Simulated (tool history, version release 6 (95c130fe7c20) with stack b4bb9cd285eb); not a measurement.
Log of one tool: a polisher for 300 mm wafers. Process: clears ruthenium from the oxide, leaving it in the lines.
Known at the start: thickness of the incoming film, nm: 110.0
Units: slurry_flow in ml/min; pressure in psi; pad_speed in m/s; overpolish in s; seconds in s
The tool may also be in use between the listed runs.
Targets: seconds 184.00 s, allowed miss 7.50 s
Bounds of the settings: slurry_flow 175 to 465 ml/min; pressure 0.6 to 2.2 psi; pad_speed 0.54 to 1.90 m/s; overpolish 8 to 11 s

| run | hour | slurry_flow | pressure | pad_speed | overpolish | seconds |
|---|---|---|---|---|---|---|
| 1 | 0.0 | 295 | 1.4 | 1.22 | 11 | 153.71 |
| 2 | 1.1 | 295 | 1.3 | 1.22 | 11 | 165.16 |
| 3 | 3.4 | 295 | 1.5 | 1.22 | 11 | 144.34 |
| 4 | 4.5 | 295 | 1.6 | 1.22 | 11 | 134.44 |
| 5 | 7.6 | 295 | 1.5 | 1.22 | 11 | 143.74 |
| 6 | 10.0 | 295 | 1.5 | 1.22 | 8 | 143.02 |
| 7 | 11.4 | 295 | 1.4 | 1.22 | 8 | 155.13 |
| 8 | 13.3 | 295 | 1.3 | 1.22 | 8 | 164.29 |

4 next moves are on the table. One of them brings every result within its allowed miss. Which?
| A | 15.2 | 335 | 1.4 | 1.10 | 8 | ? |
| B | 15.2 | 240 | 1.9 | 1.00 | 8 | ? |
| C | 15.2 | 340 | 1.4 | 1.00 | 8 | ? |
| D | 15.2 | 350 | 1.1 | 1.40 | 8 | ? |

| move | seconds |
|---|---|
| A | 168.19 |
| B | 141.83 |
| C | 184.16 |
| D | 167.40 |
A: nearer than the last run, and not there yet
B: further off than the last run
C: meets every target
D: nearer than the last run, and not there yet
The right move is C.
